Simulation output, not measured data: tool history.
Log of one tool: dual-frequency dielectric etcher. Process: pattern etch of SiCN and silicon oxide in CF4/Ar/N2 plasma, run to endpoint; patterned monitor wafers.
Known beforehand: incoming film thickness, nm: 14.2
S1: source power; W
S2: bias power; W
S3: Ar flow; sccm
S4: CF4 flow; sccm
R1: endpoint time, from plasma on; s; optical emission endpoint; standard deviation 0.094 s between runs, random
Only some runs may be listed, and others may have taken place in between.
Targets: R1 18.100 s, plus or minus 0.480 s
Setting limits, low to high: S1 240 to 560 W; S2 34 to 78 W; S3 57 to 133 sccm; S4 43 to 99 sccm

run 1 hour=0.0 | S1=400 S2=56 S3=95 S4=71 | R1=22.336
run 2 hour=2.3 | S1=400 S2=56 S3=95 S4=77 | R1=21.999
run 3 hour=5.8 | S1=370 S2=56 S3=95 S4=77 | R1=23.751
run 4 hour=9.9 | S1=370 S2=52 S3=95 S4=77 | R1=24.330
run 5 hour=10.7 | S1=370 S2=52 S3=95 S4=90 | R1=23.905
run 6 hour=12.4 | S1=320 S2=52 S3=95 S4=90 | R1=27.334
run 7 hour=21.2 | S1=370 S2=53 S3=95 S4=90 | R1=23.748
run 8 hour=25.6 | S1=400 S2=54 S3=95 S4=90 | R1=21.910
run 9 hour=32.5 | S1=420 S2=54 S3=95 S4=90 | R1=21.071
run 10 hour=38.7 | S1=440 S2=54 S3=95 S4=90 | R1=20.000
run 11 hour=44.7 | S1=450 S2=54 S3=95 S4=90 | R1=19.593
run 12 hour=46.9 | S1=460 S2=54 S3=95 S4=90 | R1=19.099
run 13 hour=55.4 | S1=470 S2=54 S3=95 S4=90 | R1=18.977

Pick the move, out of 5, that brings all results within their allowed miss; only one does.
run A hour=63.9 | S1=430 S2=63 S3=98 S4=94 | R1=?
run B hour=63.9 | S1=520 S2=46 S3=91 S4=88 | R1=?
run C hour=63.9 | S1=520 S2=55 S3=104 S4=99 | R1=?
run D hour=63.9 | S1=510 S2=63 S3=87 S4=77 | R1=?
run E hour=63.9 | S1=500 S2=59 S3=91 S4=94 | R1=?

move=A R1=19.420
move=B R1=18.014
move=C R1=17.082
move=D R1=16.748
move=E R1=17.119
A: misses by more than the last run did
B: all results in spec
C: moves the result that the last run missed by most past its target, out the other side
D: moves the result that the last run missed by most past its target, out the other side
E: moves the result that the last run missed by most past its target, out the other side
So the answer is move B, the one that meets all the targets.

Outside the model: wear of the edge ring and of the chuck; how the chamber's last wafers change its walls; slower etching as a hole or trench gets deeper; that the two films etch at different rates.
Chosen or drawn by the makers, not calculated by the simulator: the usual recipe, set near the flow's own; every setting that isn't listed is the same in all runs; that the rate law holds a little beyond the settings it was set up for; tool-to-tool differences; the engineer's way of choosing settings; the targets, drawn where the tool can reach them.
